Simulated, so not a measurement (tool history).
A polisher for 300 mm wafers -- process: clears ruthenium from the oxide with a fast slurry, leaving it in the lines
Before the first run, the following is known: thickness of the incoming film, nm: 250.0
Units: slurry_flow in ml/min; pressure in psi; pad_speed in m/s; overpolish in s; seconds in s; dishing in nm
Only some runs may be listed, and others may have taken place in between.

{"run": 1, "hour": 0.0, "slurry_flow": 255, "pressure": 2.4, "pad_speed": 1.08, "slurry_solids": 1.0, "overpolish": 23, "seconds": 64.223, "dishing": 27.803}
{"run": 2, "hour": 8.5, "slurry_flow": 255, "pressure": 2.4, "pad_speed": 1.32, "slurry_solids": 1.0, "overpolish": 23, "seconds": 56.818, "dishing": 28.168}
{"run": 3, "hour": 11.0, "slurry_flow": 255, "pressure": 2.4, "pad_speed": 1.32, "slurry_solids": 1.0, "overpolish": 31, "seconds": 55.393, "dishing": 29.235}
{"run": 4, "hour": 17.1, "slurry_flow": 215, "pressure": 2.4, "pad_speed": 1.32, "slurry_solids": 1.0, "overpolish": 31, "seconds": 55.815, "dishing": 28.43}
{"run": 5, "hour": 19.6, "slurry_flow": 215, "pressure": 2.4, "pad_speed": 1.32, "slurry_solids": 0.9, "overpolish": 31, "seconds": 60.667, "dishing": 28.649}
{"run": 6, "hour": 28.3, "slurry_flow": 215, "pressure": 2.2, "pad_speed": 1.3, "slurry_solids": 0.9, "overpolish": 31, "seconds": 65.338, "dishing": 28.928}
{"run": 7, "hour": 31.5, "slurry_flow": 215, "pressure": 1.6, "pad_speed": 1.22, "slurry_solids": 0.9, "overpolish": 23, "seconds": 94.278, "dishing": 24.177}

Predict the results of run 8:
{"run": 8, "hour": 38.2, "slurry_flow": 220, "pressure": 1.6, "pad_speed": 1.22, "slurry_solids": 0.9, "overpolish": 25, "seconds": "?", "dishing": "?"}

{"run 8": {"seconds": 93.133, "dishing": 24.759}}
